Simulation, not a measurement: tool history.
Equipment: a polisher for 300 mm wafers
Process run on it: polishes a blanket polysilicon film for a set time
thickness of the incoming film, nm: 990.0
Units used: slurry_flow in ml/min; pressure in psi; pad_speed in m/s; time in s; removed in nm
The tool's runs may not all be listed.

run	hour	slurry_flow	pressure	pad_speed	time	removed
1	0	135	2.5	0.76	68	441.86
2	5.9	150	2.5	0.76	68	468.21
3	9.4	145	2.4	0.76	68	443.12
4	12.5	145	2.9	0.76	68	506.14
5	13.8	145	2.9	0.88	68	587.84
6	15.2	140	2.7	0.86	68	544.01
7	16.1	135	2.5	0.84	68	489.39
8	23.6	130	2.4	0.84	68	478.6
9	32.4	130	2.3	0.82	68	451.44

Expected results for the next run?
10	38.1	130	2.2	0.82	68	?

removed: 437.1 nm

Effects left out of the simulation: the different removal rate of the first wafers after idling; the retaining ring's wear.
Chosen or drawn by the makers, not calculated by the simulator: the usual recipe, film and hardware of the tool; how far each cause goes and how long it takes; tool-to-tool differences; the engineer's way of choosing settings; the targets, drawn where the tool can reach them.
